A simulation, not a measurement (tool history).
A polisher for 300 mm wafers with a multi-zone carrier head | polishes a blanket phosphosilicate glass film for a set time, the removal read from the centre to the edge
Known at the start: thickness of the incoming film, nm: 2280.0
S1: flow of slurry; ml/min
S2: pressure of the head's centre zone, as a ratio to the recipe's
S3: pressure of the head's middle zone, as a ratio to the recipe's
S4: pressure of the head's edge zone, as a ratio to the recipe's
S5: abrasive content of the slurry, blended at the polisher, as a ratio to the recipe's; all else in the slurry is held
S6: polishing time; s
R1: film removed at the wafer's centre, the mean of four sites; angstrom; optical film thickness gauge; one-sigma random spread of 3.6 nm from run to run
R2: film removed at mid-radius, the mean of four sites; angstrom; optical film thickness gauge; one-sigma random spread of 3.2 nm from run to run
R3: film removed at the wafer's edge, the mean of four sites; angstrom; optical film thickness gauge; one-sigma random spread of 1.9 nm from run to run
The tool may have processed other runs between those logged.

run,hour,S1,S2,S3,S4,S5,S6,R1,R2,R3
1,0.0,265,1.00,1.00,1.00,1.0,36,3203.2,3218.8,3211.1
2,2.1,265,1.00,1.00,1.00,1.0,27,2361.6,2377.5,2433.8
3,4.8,265,1.00,1.06,1.00,1.0,27,2396.3,2479.5,2387.4
4,6.7,270,1.02,1.05,1.00,1.0,27,2384.1,2454.5,2406.5
5,13.4,265,1.05,1.03,0.98,1.0,27,2469.6,2466.7,2352.5
6,17.9,270,1.07,1.01,0.99,1.0,27,2556.1,2419.1,2379.4
7,23.4,275,1.08,1.00,0.99,1.0,27,2564.9,2403.0,2424.8

Run 8 has not been measured yet. What should we expect?
8,31.7,275,1.09,0.99,0.99,1.0,27,?,?,?

R1: 2571.1 angstrom
R2: 2435.6 angstrom
R3: 2431.5 angstrom
